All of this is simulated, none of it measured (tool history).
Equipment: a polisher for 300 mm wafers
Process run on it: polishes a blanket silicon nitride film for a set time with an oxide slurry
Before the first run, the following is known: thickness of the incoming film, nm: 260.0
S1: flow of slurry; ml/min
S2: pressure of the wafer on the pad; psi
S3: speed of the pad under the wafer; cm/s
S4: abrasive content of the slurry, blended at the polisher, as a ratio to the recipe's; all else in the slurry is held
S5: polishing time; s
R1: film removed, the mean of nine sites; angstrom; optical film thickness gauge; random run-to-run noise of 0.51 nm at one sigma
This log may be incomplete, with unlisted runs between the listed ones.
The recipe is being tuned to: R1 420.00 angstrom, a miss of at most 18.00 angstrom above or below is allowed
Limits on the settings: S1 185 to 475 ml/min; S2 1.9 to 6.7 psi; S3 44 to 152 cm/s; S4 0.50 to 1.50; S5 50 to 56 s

{"run": 1, "hour": 0.0, "S1": 305, "S2": 4.3, "S3": 98, "S4": 1.0, "S5": 56, "R1": 511.74}
{"run": 2, "hour": 6.9, "S1": 305, "S2": 4.3, "S3": 98, "S4": 1.0, "S5": 50, "R1": 454.0}
{"run": 3, "hour": 10.7, "S1": 305, "S2": 4.3, "S3": 98, "S4": 1.0, "S5": 56, "R1": 527.75}
{"run": 4, "hour": 19.3, "S1": 305, "S2": 4.3, "S3": 98, "S4": 1.0, "S5": 56, "R1": 518.65}
{"run": 5, "hour": 22.6, "S1": 305, "S2": 4.3, "S3": 98, "S4": 1.0, "S5": 56, "R1": 514.16}
{"run": 6, "hour": 28.4, "S1": 305, "S2": 4.1, "S3": 98, "S4": 1.0, "S5": 56, "R1": 498.76}
{"run": 7, "hour": 29.2, "S1": 305, "S2": 3.9, "S3": 98, "S4": 1.0, "S5": 56, "R1": 470.02}
{"run": 8, "hour": 31.6, "S1": 305, "S2": 3.8, "S3": 98, "S4": 1.0, "S5": 56, "R1": 455.26}

Pick the move, out of 5, that brings all results within their allowed miss; only one does.
{"run": "A", "hour": 34.0, "S1": 330, "S2": 3.7, "S3": 92, "S4": 1.1, "S5": 52, "R1": "?"}
{"run": "B", "hour": 34.0, "S1": 320, "S2": 4.1, "S3": 102, "S4": 0.95, "S5": 56, "R1": "?"}
{"run": "C", "hour": 34.0, "S1": 280, "S2": 4.3, "S3": 94, "S4": 1.25, "S5": 50, "R1": "?"}
{"run": "D", "hour": 34.0, "S1": 295, "S2": 4.3, "S3": 96, "S4": 1.0, "S5": 56, "R1": "?"}
{"run": "E", "hour": 34.0, "S1": 270, "S2": 3.2, "S3": 140, "S4": 1.05, "S5": 55, "R1": "?"}

move=A R1=420.57
move=B R1=493.55
move=C R1=493.07
move=D R1=509.85
move=E R1=470.67
A: all results in spec
B: misses by more than the last run did
C: misses by more than the last run did
D: misses by more than the last run did
E: misses by more than the last run did
Move A is the one to make.
